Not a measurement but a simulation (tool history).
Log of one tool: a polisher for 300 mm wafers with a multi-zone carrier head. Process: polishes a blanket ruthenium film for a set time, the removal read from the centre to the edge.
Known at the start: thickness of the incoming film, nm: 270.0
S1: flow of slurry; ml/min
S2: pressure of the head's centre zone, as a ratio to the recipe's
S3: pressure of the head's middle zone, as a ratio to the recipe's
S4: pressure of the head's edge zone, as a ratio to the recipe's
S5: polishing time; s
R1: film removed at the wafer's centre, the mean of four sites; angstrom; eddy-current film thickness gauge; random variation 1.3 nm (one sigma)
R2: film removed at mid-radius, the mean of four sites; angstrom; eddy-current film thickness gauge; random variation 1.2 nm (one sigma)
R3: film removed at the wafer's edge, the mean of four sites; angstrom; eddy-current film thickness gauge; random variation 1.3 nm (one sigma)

run    day   S1    S2    S3    S4  S5      R1      R2      R3
  1      0  150     1     1     1  83  825.29  835.98  817.79
  2  0.217  150  1.07     1     1  83  867.29   831.2  791.53
  3  0.379  155  1.07     1  1.02  86  914.37  852.53  842.15
  4  0.746  120  1.07     1  1.02  86   843.8   801.2  834.64
  5  0.958  120  1.07     1  0.99  86  855.73   802.4  797.06
  6  1.017  120  1.07     1  0.99  73  729.09  688.02  688.21
  7  1.046  130  1.08  1.01  1.01  77   800.2  754.44  741.68

The next listed run, before its measurement:
  8  1.183  135  1.09  1.02  1.03  80   ?   ?   ?

R1: 830.92 angstrom
R2: 799.27 angstrom
R3: 787.46 angstrom
